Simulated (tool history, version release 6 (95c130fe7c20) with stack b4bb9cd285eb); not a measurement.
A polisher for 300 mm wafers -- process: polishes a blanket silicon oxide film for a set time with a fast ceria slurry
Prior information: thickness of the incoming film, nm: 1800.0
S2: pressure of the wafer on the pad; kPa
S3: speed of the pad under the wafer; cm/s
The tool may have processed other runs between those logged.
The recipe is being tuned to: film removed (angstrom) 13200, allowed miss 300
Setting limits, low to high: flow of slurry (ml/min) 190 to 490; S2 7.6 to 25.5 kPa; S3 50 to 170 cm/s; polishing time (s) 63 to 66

Run 1, hour 0: flow of slurry (ml/min) 315, S2 16.5 kPa, S3 110 cm/s, polishing time (s) 63. Result: film removed (angstrom) 9926.3.
Run 2, hour 1.8: flow of slurry (ml/min) 315, S2 17.2 kPa, S3 110 cm/s, polishing time (s) 63. Result: film removed (angstrom) 10328.
Run 3, hour 9.6: flow of slurry (ml/min) 260, S2 17.2 kPa, S3 110 cm/s, polishing time (s) 63. Result: film removed (angstrom) 10162.
Run 4, hour 17.8: flow of slurry (ml/min) 260, S2 17.2 kPa, S3 86 cm/s, polishing time (s) 63. Result: film removed (angstrom) 8360.
Run 5, hour 21.6: flow of slurry (ml/min) 260, S2 18.6 kPa, S3 86 cm/s, polishing time (s) 63. Result: film removed (angstrom) 9071.4.
Run 6, hour 30.3: flow of slurry (ml/min) 260, S2 20.7 kPa, S3 86 cm/s, polishing time (s) 63. Result: film removed (angstrom) 9895.1.
Run 7, hour 31: flow of slurry (ml/min) 260, S2 20.7 kPa, S3 86 cm/s, polishing time (s) 63. Result: film removed (angstrom) 9848.2.
Run 8, hour 35.3: flow of slurry (ml/min) 260, S2 21.4 kPa, S3 88 cm/s, polishing time (s) 63. Result: film removed (angstrom) 10361.
Run 9, hour 37.2: flow of slurry (ml/min) 260, S2 22.1 kPa, S3 88 cm/s, polishing time (s) 63. Result: film removed (angstrom) 10762.
Run 10, hour 41.4: flow of slurry (ml/min) 260, S2 22.8 kPa, S3 88 cm/s, polishing time (s) 63. Result: film removed (angstrom) 11167.
Run 11, hour 49.1: flow of slurry (ml/min) 260, S2 23.4 kPa, S3 88 cm/s, polishing time (s) 63. Result: film removed (angstrom) 11431.
Run 12, hour 54.3: flow of slurry (ml/min) 260, S2 24.8 kPa, S3 92 cm/s, polishing time (s) 63. Result: film removed (angstrom) 12471.

Next run, 5 choices. One meets every target within its allowed miss, the rest don't. Which?
Run A, hour 59.5: flow of slurry (ml/min) 270, S2 25.5 kPa, S3 92 cm/s, polishing time (s) 65. Result: film removed (angstrom) ?.
Run B, hour 59.5: flow of slurry (ml/min) 220, S2 25.5 kPa, S3 96 cm/s, polishing time (s) 66. Result: film removed (angstrom) ?.
Run C, hour 59.5: flow of slurry (ml/min) 275, S2 24.1 kPa, S3 88 cm/s, polishing time (s) 66. Result: film removed (angstrom) ?.
Run D, hour 59.5: flow of slurry (ml/min) 290, S2 25.5 kPa, S3 80 cm/s, polishing time (s) 66. Result: film removed (angstrom) ?.
Run E, hour 59.5: flow of slurry (ml/min) 275, S2 25.5 kPa, S3 90 cm/s, polishing time (s) 63. Result: film removed (angstrom) ?.

move  film removed (angstrom)
   A                    13291
   B                    13666
   C                    12374
   D                    12220
   E                    12688
A: meets every target
B: the result that was furthest off in the last run now lies on the other side of its target
C: lands further from the targets than the last run did
D: lands further from the targets than the last run did
E: an improvement on the last run, though not all results are within tolerance
Correct choice: A, which meets every target
